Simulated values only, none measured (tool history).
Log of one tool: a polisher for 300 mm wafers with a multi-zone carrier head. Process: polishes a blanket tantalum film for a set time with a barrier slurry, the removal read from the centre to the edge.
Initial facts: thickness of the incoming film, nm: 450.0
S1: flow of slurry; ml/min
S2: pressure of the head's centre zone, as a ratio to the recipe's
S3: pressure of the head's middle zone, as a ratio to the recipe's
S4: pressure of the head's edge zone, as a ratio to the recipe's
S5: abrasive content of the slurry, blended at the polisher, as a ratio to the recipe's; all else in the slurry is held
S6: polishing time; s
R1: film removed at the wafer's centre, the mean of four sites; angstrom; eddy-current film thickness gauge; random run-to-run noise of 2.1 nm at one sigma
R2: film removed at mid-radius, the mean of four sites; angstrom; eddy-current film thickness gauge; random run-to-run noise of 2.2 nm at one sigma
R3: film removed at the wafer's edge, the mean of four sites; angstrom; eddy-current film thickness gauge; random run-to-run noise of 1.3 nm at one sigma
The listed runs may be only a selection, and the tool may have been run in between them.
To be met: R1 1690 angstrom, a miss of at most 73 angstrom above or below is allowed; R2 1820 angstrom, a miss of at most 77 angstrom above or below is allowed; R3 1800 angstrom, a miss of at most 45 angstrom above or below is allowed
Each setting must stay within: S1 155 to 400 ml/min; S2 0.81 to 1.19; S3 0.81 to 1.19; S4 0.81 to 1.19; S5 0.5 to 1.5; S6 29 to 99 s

run	hour	S1	S2	S3	S4	S5	S6	R1	R2	R3
1	0	255	1	1	1	1	64	1219.4	1198.3	1288.3
2	1.3	255	1	0.95	1	1	64	1202	1153.2	1280.6
3	8.6	255	1	0.95	1.06	1	64	1191	1159.9	1317
4	17.5	265	1.01	1	1.08	1.1	66	1302.9	1280.6	1431.2
5	19.8	275	1.01	1.05	1.08	1.2	67	1374.8	1398.6	1484.1
# hour 27.1: edge zone pressure recalibrated
6	27.1	275	1.07	1.05	1.08	1.2	67	1463.7	1391.6	1435.5
7	28.9	285	1.06	1.08	1.1	1.25	68	1493.9	1503.2	1476.8
8	33.8	290	1.05	1.09	1.12	1.3	69	1512	1541.7	1529.4
9	37.8	290	1.04	1.09	1.13	1.35	71	1553.2	1591.8	1597
10	41.5	295	1.03	1.1	1.14	1.4	72	1563.3	1640.9	1661.6

Consider the 4 candidate settings below. Which is the only one whose results all fall within their allowed miss of target?
A	45.2	285	1.01	1.11	1.12	1.45	79	?	?	?
B	45.2	325	1	0.96	1.19	1.45	79	?	?	?
C	45.2	350	0.95	1.18	1.01	1.45	82	?	?	?
D	45.2	290	1.09	1.01	1.19	1.45	67	?	?	?

move	R1	R2	R3
A	1724.9	1860.7	1807.7
B	1726	1662.6	1884.3
C	1714.5	2070.1	1802.8
D	1581	1457.5	1585.9
A: each result inside its tolerance
B: takes the result that was furthest off past its target
C: meets the target for the result that was furthest off, but another lies outside its allowed miss
D: lands further from the targets than the last run did
Answer: A

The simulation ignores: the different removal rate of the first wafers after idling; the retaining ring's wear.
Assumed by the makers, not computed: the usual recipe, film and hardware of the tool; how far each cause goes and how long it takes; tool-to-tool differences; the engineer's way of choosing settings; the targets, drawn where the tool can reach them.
